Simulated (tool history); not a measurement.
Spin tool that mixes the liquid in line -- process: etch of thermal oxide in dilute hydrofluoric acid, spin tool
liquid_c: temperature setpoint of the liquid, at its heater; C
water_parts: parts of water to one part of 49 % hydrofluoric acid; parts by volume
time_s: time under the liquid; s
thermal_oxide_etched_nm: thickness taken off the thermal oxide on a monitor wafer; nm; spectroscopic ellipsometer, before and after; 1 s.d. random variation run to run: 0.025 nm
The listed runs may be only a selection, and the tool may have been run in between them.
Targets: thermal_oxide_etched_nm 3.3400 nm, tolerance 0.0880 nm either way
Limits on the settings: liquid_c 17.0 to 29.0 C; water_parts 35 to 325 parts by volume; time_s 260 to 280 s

| run | hour | liquid_c | water_parts | time_s | thermal_oxide_etched_nm |
|---|---|---|---|---|---|
| 1 | 0.0 | 21.0 | 180 | 260 | 5.9822 |
| 2 | 7.8 | 21.0 | 150 | 260 | 7.3509 |
| 3 | 12.5 | 19.5 | 185 | 260 | 5.4103 |
| 4 | 19.7 | 18.5 | 205 | 260 | 4.6597 |
|  | 26.0 | thermometer replaced |
| 5 | 26.0 | 18.5 | 165 | 260 | 5.5412 |
| 6 | 34.8 | 17.0 | 165 | 260 | 5.2228 |
| 7 | 38.8 | 17.0 | 195 | 260 | 4.2695 |
| 8 | 43.4 | 17.0 | 210 | 260 | 3.9378 |
| 9 | 46.4 | 17.0 | 220 | 260 | 3.6692 |
| 10 | 52.6 | 17.0 | 225 | 260 | 3.6544 |
| 11 | 53.4 | 17.0 | 230 | 260 | 3.4979 |

5 candidate next runs follow, results not yet known. Just one meets every target within its allowed miss. Identify it.
| A | 54.2 | 17.0 | 250 | 275 | ? |
| B | 54.2 | 18.0 | 230 | 265 | ? |
| C | 54.2 | 17.0 | 240 | 275 | ? |
| D | 54.2 | 17.5 | 245 | 280 | ? |
| E | 54.2 | 17.0 | 255 | 260 | ? |

| move | thermal_oxide_etched_nm |
|---|---|
| A | 3.3882 |
| B | 3.7557 |
| C | 3.5604 |
| D | 3.6050 |
| E | 3.1270 |
A: all results in spec
B: moves away from the targets compared with the last run
C: moves away from the targets compared with the last run
D: moves away from the targets compared with the last run
E: pushes the last run's worst result past its target
Move A is the one to make.

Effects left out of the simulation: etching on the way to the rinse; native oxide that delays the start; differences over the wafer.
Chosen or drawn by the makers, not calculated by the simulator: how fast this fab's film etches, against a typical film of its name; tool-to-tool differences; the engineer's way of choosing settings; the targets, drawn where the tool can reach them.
